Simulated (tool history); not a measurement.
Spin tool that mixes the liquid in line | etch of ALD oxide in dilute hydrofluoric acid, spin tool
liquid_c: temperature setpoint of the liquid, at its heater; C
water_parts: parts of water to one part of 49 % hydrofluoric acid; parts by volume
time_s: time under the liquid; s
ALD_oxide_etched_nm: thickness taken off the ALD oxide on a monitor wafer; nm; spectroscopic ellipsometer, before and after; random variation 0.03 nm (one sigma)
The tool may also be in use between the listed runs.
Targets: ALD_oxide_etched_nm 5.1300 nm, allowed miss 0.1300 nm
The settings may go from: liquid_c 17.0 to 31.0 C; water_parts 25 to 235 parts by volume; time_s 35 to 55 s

run 1 hour=0.0 | liquid_c=23.0 water_parts=130 time_s=55 | ALD_oxide_etched_nm=7.1993
run 2 hour=7.6 | liquid_c=24.5 water_parts=130 time_s=55 | ALD_oxide_etched_nm=7.6513
run 3 hour=12.6 | liquid_c=22.5 water_parts=135 time_s=55 | ALD_oxide_etched_nm=6.7806
run 4 hour=13.2 | liquid_c=21.0 water_parts=140 time_s=55 | ALD_oxide_etched_nm=6.1434
run 5 hour=16.0 | liquid_c=23.5 water_parts=140 time_s=55 | ALD_oxide_etched_nm=6.7933
run 6 hour=19.4 | liquid_c=21.0 water_parts=140 time_s=55 | ALD_oxide_etched_nm=6.1983
run 7 hour=27.4 | liquid_c=20.0 water_parts=140 time_s=55 | ALD_oxide_etched_nm=5.8791
run 8 hour=36.2 | liquid_c=19.0 water_parts=140 time_s=55 | ALD_oxide_etched_nm=5.6416
run 9 hour=40.7 | liquid_c=19.0 water_parts=140 time_s=55 | ALD_oxide_etched_nm=5.7035
run 10 hour=44.8 | liquid_c=18.5 water_parts=140 time_s=55 | ALD_oxide_etched_nm=5.5878
run 11 hour=53.3 | liquid_c=18.0 water_parts=140 time_s=55 | ALD_oxide_etched_nm=5.4103
run 12 hour=60.2 | liquid_c=17.5 water_parts=140 time_s=55 | ALD_oxide_etched_nm=5.3422

Which of these 5 next moves meets every target?
run A hour=67.1 | liquid_c=17.0 water_parts=135 time_s=55 | ALD_oxide_etched_nm=?
run B hour=67.1 | liquid_c=18.0 water_parts=135 time_s=55 | ALD_oxide_etched_nm=?
run C hour=67.1 | liquid_c=19.0 water_parts=145 time_s=55 | ALD_oxide_etched_nm=?
run D hour=67.1 | liquid_c=18.5 water_parts=140 time_s=55 | ALD_oxide_etched_nm=?
run E hour=67.1 | liquid_c=18.0 water_parts=135 time_s=50 | ALD_oxide_etched_nm=?

move=A ALD_oxide_etched_nm=5.4562
move=B ALD_oxide_etched_nm=5.6854
move=C ALD_oxide_etched_nm=5.4570
move=D ALD_oxide_etched_nm=5.5670
move=E ALD_oxide_etched_nm=5.1685
A: further off than the last run
B: further off than the last run
C: further off than the last run
D: further off than the last run
E: meets every target
Move E is the one to make.
